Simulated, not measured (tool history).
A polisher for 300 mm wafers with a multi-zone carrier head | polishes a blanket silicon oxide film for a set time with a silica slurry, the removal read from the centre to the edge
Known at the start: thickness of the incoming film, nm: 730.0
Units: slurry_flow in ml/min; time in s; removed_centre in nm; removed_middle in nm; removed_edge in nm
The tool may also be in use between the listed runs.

{"run": 1, "hour": 0.0, "slurry_flow": 260, "centre_zone": 1, "middle_zone": 1, "edge_zone": 1, "slurry_solids": 1, "time": 38, "removed_centre": 132.26, "removed_middle": 137.37, "removed_edge": 128.58}
{"run": 2, "hour": 2.5, "slurry_flow": 260, "centre_zone": 1, "middle_zone": 1, "edge_zone": 1, "slurry_solids": 0.95, "time": 38, "removed_centre": 130.06, "removed_middle": 133.77, "removed_edge": 126.66}
{"run": 3, "hour": 5.4, "slurry_flow": 260, "centre_zone": 1.06, "middle_zone": 1, "edge_zone": 1, "slurry_solids": 0.95, "time": 38, "removed_centre": 133.82, "removed_middle": 134.69, "removed_edge": 132.69}
{"run": 4, "hour": 6.0, "slurry_flow": 260, "centre_zone": 1.06, "middle_zone": 1, "edge_zone": 1, "slurry_solids": 0.95, "time": 46, "removed_centre": 163.5, "removed_middle": 164.13, "removed_edge": 154.81}
{"run": 5, "hour": 13.5, "slurry_flow": 260, "centre_zone": 1.06, "middle_zone": 0.91, "edge_zone": 1, "slurry_solids": 0.95, "time": 46, "removed_centre": 161.21, "removed_middle": 149.15, "removed_edge": 154.83}
{"run": 6, "hour": 21.2, "slurry_flow": 260, "centre_zone": 1.06, "middle_zone": 0.91, "edge_zone": 1, "slurry_solids": 0.95, "time": 43, "removed_centre": 151.06, "removed_middle": 139.75, "removed_edge": 143.12}
{"run": 7, "hour": 25.4, "slurry_flow": 250, "centre_zone": 1.04, "middle_zone": 0.88, "edge_zone": 0.98, "slurry_solids": 0.8, "time": 40, "removed_centre": 132.65, "removed_middle": 120.94, "removed_edge": 128.38}
{"run": 8, "hour": 26.6, "slurry_flow": 250, "centre_zone": 1.03, "middle_zone": 0.86, "edge_zone": 0.95, "slurry_solids": 0.7, "time": 36, "removed_centre": 113.16, "removed_middle": 103.1, "removed_edge": 109.17}

Run 9 comes next. What will it give?
{"run": 9, "hour": 31.3, "slurry_flow": 245, "centre_zone": 1.03, "middle_zone": 0.84, "edge_zone": 0.93, "slurry_solids": 0.65, "time": 34, "removed_centre": "?", "removed_middle": "?", "removed_edge": "?"}

removed_centre: 105.84 nm
removed_middle: 93.695 nm
removed_edge: 99.538 nm
